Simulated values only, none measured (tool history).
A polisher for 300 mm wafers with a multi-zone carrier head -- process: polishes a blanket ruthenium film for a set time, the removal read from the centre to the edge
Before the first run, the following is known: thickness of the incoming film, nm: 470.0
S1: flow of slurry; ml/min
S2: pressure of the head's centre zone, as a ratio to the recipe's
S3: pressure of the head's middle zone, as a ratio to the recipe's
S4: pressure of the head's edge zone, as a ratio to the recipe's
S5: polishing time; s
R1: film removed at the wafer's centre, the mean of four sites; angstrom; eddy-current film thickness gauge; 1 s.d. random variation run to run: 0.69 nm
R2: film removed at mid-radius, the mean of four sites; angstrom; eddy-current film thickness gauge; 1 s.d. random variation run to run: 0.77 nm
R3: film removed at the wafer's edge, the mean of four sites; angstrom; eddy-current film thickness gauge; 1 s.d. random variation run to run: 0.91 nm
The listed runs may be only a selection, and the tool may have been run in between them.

run	day	S1	S2	S3	S4	S5	R1	R2	R3
1	0	145	1	1	1	41	703.33	697.83	654.99
2	0.354	160	1	1	1	41	715.07	717.6	684.19
3	0.45	180	1.02	1.04	1.05	43	794.31	773.93	735.65
4	0.658	215	1.02	1.04	1.05	43	814.75	805.17	758.97
5	0.867	215	1	1.06	1.08	46	851.99	872.8	818.11
6	0.933	215	1	1.06	1.08	41	763.58	785.53	737.55
7	1.138	215	0.99	1.07	1.11	44	802.9	846.52	783.5

For run 8, what comes out?
8	1.379	220	0.98	1.06	1.13	47	?	?	?

{"run 8": {"R1": 854.63, "R2": 900.81, "R3": 855.74}}

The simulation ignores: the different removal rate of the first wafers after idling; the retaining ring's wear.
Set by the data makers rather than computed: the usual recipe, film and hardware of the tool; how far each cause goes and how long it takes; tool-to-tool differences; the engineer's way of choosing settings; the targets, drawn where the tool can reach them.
